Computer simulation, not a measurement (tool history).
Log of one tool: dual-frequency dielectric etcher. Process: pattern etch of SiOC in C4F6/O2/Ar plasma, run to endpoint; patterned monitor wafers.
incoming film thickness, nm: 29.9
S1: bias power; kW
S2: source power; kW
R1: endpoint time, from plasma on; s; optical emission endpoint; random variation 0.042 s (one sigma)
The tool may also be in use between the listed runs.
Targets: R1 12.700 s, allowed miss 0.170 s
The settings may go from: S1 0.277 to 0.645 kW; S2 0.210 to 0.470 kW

run  hour     S1     S2      R1
  1   0.0  0.461  0.340  11.371
  2   2.3  0.461  0.390  10.900
  3   7.4  0.461  0.360  11.149
  4  15.8  0.426  0.360  11.729
  5  21.0  0.412  0.360  11.868
  6  23.3  0.399  0.360  12.132
  7  27.2  0.391  0.360  12.302
     36.1  -- source power generator calibrated
  8  36.1  0.351  0.360  13.065
  9  43.5  0.356  0.360  12.938

Which of these 4 next moves meets every target?
  A  50.9  0.342  0.360   ?
  B  50.9  0.346  0.370   ?
  C  50.9  0.348  0.330   ?
  D  50.9  0.377  0.330   ?

move      R1
   A  13.199
   B  13.002
   C  13.379
   D  12.743
A: further off than the last run
B: further off than the last run
C: further off than the last run
D: meets every target
Answer: D
